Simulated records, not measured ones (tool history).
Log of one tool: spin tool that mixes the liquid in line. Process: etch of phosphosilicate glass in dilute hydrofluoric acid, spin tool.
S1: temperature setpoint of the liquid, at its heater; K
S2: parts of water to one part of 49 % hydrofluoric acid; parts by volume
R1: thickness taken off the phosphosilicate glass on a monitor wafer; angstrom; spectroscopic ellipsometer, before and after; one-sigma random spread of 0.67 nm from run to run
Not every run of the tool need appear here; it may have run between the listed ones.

Run 1, day 0.000: S1 296.15 K, S2 80 parts by volume, time under the liquid (s) 55. Result: R1 865.36 angstrom.
Run 2, day 0.183: S1 296.15 K, S2 100 parts by volume, time under the liquid (s) 55. Result: R1 676.31 angstrom.
Run 3, day 0.300: S1 298.15 K, S2 90 parts by volume, time under the liquid (s) 55. Result: R1 831.26 angstrom.
Run 4, day 0.371: S1 300.65 K, S2 90 parts by volume, time under the liquid (s) 55. Result: R1 903.78 angstrom.
Run 5, day 0.454: S1 301.65 K, S2 80 parts by volume, time under the liquid (s) 55. Result: R1 1086.30 angstrom.
Run 6, day 0.812: S1 302.15 K, S2 75 parts by volume, time under the liquid (s) 55. Result: R1 1183.80 angstrom.

Run 7 has not been measured yet. What should we expect?
Run 7, day 1.075: S1 302.65 K, S2 70 parts by volume, time under the liquid (s) 55. Result: R1 ?.

Run 7 gave R1 1302.00 angstrom.
